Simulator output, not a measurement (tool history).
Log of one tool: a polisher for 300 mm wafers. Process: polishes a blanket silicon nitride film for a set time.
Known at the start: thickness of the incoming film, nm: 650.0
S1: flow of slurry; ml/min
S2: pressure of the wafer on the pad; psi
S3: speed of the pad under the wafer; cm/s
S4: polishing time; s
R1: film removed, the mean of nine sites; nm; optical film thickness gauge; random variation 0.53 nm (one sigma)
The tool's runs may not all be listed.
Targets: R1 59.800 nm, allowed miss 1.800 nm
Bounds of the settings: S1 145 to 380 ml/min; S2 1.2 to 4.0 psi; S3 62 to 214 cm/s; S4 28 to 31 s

run	day	S1	S2	S3	S4	R1
1	0.000	245	2.6	138	31	46.830
2	0.246	265	2.6	138	31	46.753
3	0.612	265	3.2	138	31	54.843
4	0.879	265	3.3	138	31	57.757
5	0.925	265	3.4	138	31	58.251
6	1.275	265	3.4	116	31	51.434
7	1.312	275	3.8	116	31	56.720
8	1.433	275	3.9	116	31	57.635

4 next moves are on the table. One of them brings every result within its allowed miss. Which?
A	1.554	255	3.6	120	31	?
B	1.554	205	3.7	118	30	?
C	1.554	290	4.0	128	31	?
D	1.554	275	4.0	118	31	?

move	R1
A	54.802
B	52.393
C	63.008
D	59.349
A: further off than the last run
B: further off than the last run
C: takes the result that was furthest off past its target
D: meets every target
The right move is D.
